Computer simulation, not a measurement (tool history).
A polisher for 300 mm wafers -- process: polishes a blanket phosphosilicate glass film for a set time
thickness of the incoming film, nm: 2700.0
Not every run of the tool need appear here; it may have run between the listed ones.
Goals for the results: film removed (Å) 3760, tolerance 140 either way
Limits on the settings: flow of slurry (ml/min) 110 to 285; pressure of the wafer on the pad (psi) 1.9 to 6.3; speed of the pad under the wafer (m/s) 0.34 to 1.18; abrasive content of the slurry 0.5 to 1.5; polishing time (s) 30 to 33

run    day  flow of slurry (ml/min)  pressure of the wafer on the pad (psi)  speed of the pad under the wafer (m/s)  abrasive content of the slurry  polishing time (s)  film removed (Å)
  1      0                      180                                     4.1                                    0.76                               1                  33            2036.2
  2  0.138                      180                                     4.1                                    0.66                               1                  33              1929
  3   0.25                      185                                     4.7                                     0.7                               1                  33            2202.8
  4  0.462                      185                                     4.7                                     0.7                             0.9                  33            2062.9
  5  0.717                      185                                     5.1                                    0.78                             0.9                  33            2333.1
  6  1.012                      190                                     5.4                                    0.86                             0.9                  33            2567.3
  7  1.067                      190                                     5.6                                    0.94                             0.9                  33            2714.1
  8   1.25                      195                                     5.8                                       1                            0.95                  33            2968.2
  9  1.325                      195                                     5.9                                    1.04                               1                  33            3125.5
 10  1.625                      195                                       6                                    1.08                            1.05                  33            3247.6
 11  1.762                      200                                     6.1                                     1.1                             1.1                  33            3446.7
     1.962  -- conditioning disc replaced and pad reconditioned
 12  1.962                      200                                     6.2                                    1.12                             1.1                  33            5429.3
 13  2.146                      200                                     6.2                                    1.12                             1.1                  33            5259.7
 14  2.221                      180                                     6.1                                    1.12                             1.1                  33            5157.3
 15  2.504                      190                                     6.1                                    1.12                             1.1                  33            5143.3
 16  2.717                      200                                     6.1                                    1.12                             1.1                  33            5195.3
 17  3.004                      185                                     5.7                                     1.1                             1.1                  33            4756.6
 18  3.204                      195                                     5.7                                     1.1                             1.1                  33            4843.2
 19  3.529                      210                                     5.9                                    1.08                             1.1                  33            4913.6
 20  3.725                      210                                     4.8                                    1.06                             1.1                  33              4058

Which single option among these 5 for the next run brings every result within its allowed miss of target? Just one does.
  A  3.921                      190                                     3.8                                    1.18                            1.05                  33                 ?
  B  3.921                      240                                     5.2                                    0.94                            1.15                  30                 ?
  C  3.921                      215                                     4.7                                    1.02                            1.05                  30                 ?
  D  3.921                      190                                     4.7                                    1.06                             1.1                  30                 ?
  E  3.921                      170                                     4.4                                    1.18                             1.1                  30                 ?

move  film removed (Å)
   A            3376.1
   B            3772.6
   C            3442.6
   D            3546.6
   E              3530
A: the result that was furthest off in the last run now lies on the other side of its target
B: every result within its allowed miss
C: the result that was furthest off in the last run now lies on the other side of its target
D: the result that was furthest off in the last run now lies on the other side of its target
E: the result that was furthest off in the last run now lies on the other side of its target
The right move is B.
